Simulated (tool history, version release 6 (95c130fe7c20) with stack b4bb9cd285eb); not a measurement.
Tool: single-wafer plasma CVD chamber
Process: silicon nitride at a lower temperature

run  hour  heater temperature setpoint (°C)  chamber pressure (Torr)  RF power (W)  deposition time (s)  mean film thickness on the monitor wafer (angstrom)
  1     0                               325                     1.52           385                   25                                                336.4
  2   5.9                               325                     1.46           385                   25                                               333.83
  3  14.1                               325                     1.32           385                   25                                               322.28
  4  17.7                               325                     1.29           385                   25                                               321.12
  5  23.3                               325                     1.26           385                   25                                                320.5
  6  26.4                               325                     1.43           385                   25                                               330.07
  7  33.6                               325                     1.43           385                   25                                               331.75
  8  36.9                               325                     1.38           385                   25                                               329.17
  9  42.5                               325                     1.08           370                   25                                               297.31
 10  48.1                               325                     1.09           370                   25                                               298.14
 11  50.4                               325                      1.1           370                   25                                                  298
 12  57.7                               325                      1.1           370                   25                                               297.47

Forecast run 13:
 13  60.4                               325                     1.11           370                   25                                                    ?

Run 13 gave mean film thickness on the monitor wafer (angstrom) 299.27.
